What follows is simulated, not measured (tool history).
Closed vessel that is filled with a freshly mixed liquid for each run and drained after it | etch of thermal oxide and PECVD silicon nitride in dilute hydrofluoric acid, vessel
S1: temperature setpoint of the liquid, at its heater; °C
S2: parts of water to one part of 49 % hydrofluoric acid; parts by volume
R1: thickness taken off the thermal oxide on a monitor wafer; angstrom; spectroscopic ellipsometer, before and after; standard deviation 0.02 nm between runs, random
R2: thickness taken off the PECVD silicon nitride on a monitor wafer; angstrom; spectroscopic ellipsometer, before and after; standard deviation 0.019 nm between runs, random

{"run": 1, "day": 0.0, "S1": 24.0, "S2": 170, "time in the liquid (s)": 245, "R1": 56.788, "R2": 38.149}
{"run": 2, "day": 0.212, "S1": 24.0, "S2": 170, "time in the liquid (s)": 160, "R1": 37.142, "R2": 24.932}
{"run": 3, "day": 0.454, "S1": 24.0, "S2": 170, "time in the liquid (s)": 60, "R1": 14.108, "R2": 9.3526}
{"run": 4, "day": 0.558, "S1": 26.0, "S2": 130, "time in the liquid (s)": 60, "R1": 20.664, "R2": 13.904}
{"run": 5, "day": 0.862, "S1": 26.0, "S2": 75, "time in the liquid (s)": 60, "R1": 38.789, "R2": 23.936}
{"run": 6, "day": 1.229, "S1": 27.0, "S2": 70, "time in the liquid (s)": 60, "R1": 42.817, "R2": 27.57}

Forecast run 7:
{"run": 7, "day": 1.579, "S1": 27.5, "S2": 70, "time in the liquid (s)": 60, "R1": "?", "R2": "?"}

R1: 44.164 angstrom
R2: 28.0430 angstrom

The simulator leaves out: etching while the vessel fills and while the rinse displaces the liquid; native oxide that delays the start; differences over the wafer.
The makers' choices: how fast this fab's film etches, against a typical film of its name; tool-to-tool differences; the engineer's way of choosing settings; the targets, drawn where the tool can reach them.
